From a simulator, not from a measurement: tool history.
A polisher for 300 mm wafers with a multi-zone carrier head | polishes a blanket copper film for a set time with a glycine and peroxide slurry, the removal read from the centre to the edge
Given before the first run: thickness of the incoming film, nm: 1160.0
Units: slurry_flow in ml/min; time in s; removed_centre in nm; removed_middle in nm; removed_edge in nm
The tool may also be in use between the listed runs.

run  hour  slurry_flow  centre_zone  middle_zone  edge_zone  time  removed_centre  removed_middle  removed_edge
  1   0.0          285         1.00         1.00       1.00    41          204.62          210.67        204.39
  2   2.6          240         1.00         1.00       1.00    41          201.38          201.93        201.53
  3   8.8          255         1.03         1.01       1.04    44          221.23          223.25        221.87
  4  17.3          200         1.03         1.01       1.04    44          214.75          212.54        213.13
  5  25.3          200         1.03         1.01       1.04    34          163.61          167.56        168.41
  6  31.5          200         0.96         1.01       1.04    34          153.96          168.52        169.11
  7  37.0          235         1.00         1.01       1.07    39          191.19          198.24        201.08
  8  42.9          315         1.10         1.06       1.17    47          264.15          254.97        259.58

What will run 9 give?
  9  46.9          325         1.11         1.06       1.18    47               ?               ?             ?

Run 9 gave removed_centre 267.57 nm, removed_middle 253.30 nm, removed_edge 258.08 nm.
